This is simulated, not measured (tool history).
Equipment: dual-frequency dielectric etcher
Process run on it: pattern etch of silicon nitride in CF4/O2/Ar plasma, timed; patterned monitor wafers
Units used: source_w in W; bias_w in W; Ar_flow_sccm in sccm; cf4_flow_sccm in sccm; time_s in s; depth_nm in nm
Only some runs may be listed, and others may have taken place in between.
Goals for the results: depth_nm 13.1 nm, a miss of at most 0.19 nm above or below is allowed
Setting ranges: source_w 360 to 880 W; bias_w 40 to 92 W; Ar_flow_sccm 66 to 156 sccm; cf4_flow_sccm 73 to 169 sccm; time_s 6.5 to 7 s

run,hour,source_w,bias_w,Ar_flow_sccm,cf4_flow_sccm,time_s,depth_nm
1,0,620,66,111,121,7,19.257
2,8.2,570,65,111,121,7,17.603
3,9.6,570,60,111,121,7,16.983
4,14.4,570,60,111,109,7,16.684
5,18.1,540,60,111,109,7,15.89
6,26.8,520,60,111,109,7,15.139
7,30.3,510,60,111,109,7,14.722
8,32.7,500,60,111,109,7,14.553
9,33.8,410,60,111,109,7,11.639
10,38.4,420,60,111,109,7,11.915
11,39.8,500,60,111,109,7,14.487
12,42.6,490,60,111,109,7,14.184
13,44.8,480,60,111,109,7,13.955
14,45.6,470,60,111,109,7,13.536
15,47.9,440,60,111,109,7,12.545
16,53.6,450,60,111,109,7,12.855
17,54.1,470,60,111,109,7,13.616

Which one of the following 5 next-run settings gets every result inside its allowed miss? There is exactly one.
A,54.6,470,63,127,105,7,?
B,54.6,490,65,124,88,6.5,?
C,54.6,460,60,107,119,6.5,?
D,54.6,510,63,113,117,6.5,?
E,54.6,430,74,110,116,7,?

move,depth_nm
A,13.554
B,13.057
C,12.489
D,14.173
E,13.5
A: nearer the targets than the last run, but a result is still out of spec
B: all results land within tolerance of their targets
C: carries the result that was furthest off beyond its target, to the other side
D: its largest miss is bigger than the last run's
E: nearer the targets than the last run, but a result is still out of spec
B is the move that brings every result within its allowed miss.
